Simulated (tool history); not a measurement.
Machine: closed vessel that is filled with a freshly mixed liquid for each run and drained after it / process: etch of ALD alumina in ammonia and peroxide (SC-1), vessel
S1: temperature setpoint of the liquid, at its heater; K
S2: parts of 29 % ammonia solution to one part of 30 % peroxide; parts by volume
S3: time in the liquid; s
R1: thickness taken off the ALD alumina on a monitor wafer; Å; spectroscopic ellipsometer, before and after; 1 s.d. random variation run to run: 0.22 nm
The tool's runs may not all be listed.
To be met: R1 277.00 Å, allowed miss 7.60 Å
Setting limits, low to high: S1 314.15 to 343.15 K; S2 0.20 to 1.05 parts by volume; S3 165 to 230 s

| run | hour | S1 | S2 | S3 | R1 |
|---|---|---|---|---|---|
| 1 | 0.0 | 330.15 | 0.55 | 230 | 210.28 |
| 2 | 3.9 | 330.15 | 0.55 | 230 | 208.48 |
| 3 | 9.4 | 333.15 | 0.55 | 230 | 249.21 |
| 4 | 13.2 | 334.15 | 0.55 | 230 | 255.29 |
| 5 | 14.8 | 327.65 | 0.55 | 230 | 183.21 |
| 6 | 21.2 | 328.65 | 0.55 | 230 | 195.39 |
| 7 | 26.6 | 329.15 | 0.55 | 230 | 198.66 |
| 8 | 33.6 | 329.15 | 0.55 | 230 | 199.86 |
| 9 | 34.3 | 329.65 | 0.55 | 230 | 205.46 |
| 10 | 36.1 | 330.15 | 0.55 | 230 | 209.81 |
| 11 | 40.7 | 330.65 | 0.55 | 230 | 215.91 |
| 12 | 44.1 | 331.15 | 0.55 | 230 | 223.82 |
| 13 | 47.7 | 331.65 | 0.55 | 230 | 231.62 |
|  | 51.3 | thermometer replaced |
| 14 | 51.3 | 332.15 | 0.55 | 230 | 250.35 |
| 15 | 60.1 | 333.15 | 0.55 | 230 | 263.27 |

5 next moves are on the table. One of them brings every result within its allowed miss. Which?
| A | 68.9 | 335.65 | 0.65 | 190 | ? |
| B | 68.9 | 335.15 | 0.40 | 225 | ? |
| C | 68.9 | 333.65 | 0.55 | 225 | ? |
| D | 68.9 | 332.65 | 0.35 | 225 | ? |
| E | 68.9 | 332.15 | 0.95 | 220 | ? |

| move | R1 |
|---|---|
| A | 251.48 |
| B | 277.34 |
| C | 264.80 |
| D | 241.01 |
| E | 252.43 |
A: moves away from the targets compared with the last run
B: hits every target within its allowed miss
C: nearer than the last run, and not there yet
D: moves away from the targets compared with the last run
E: moves away from the targets compared with the last run
Go with B: it meets all targets.
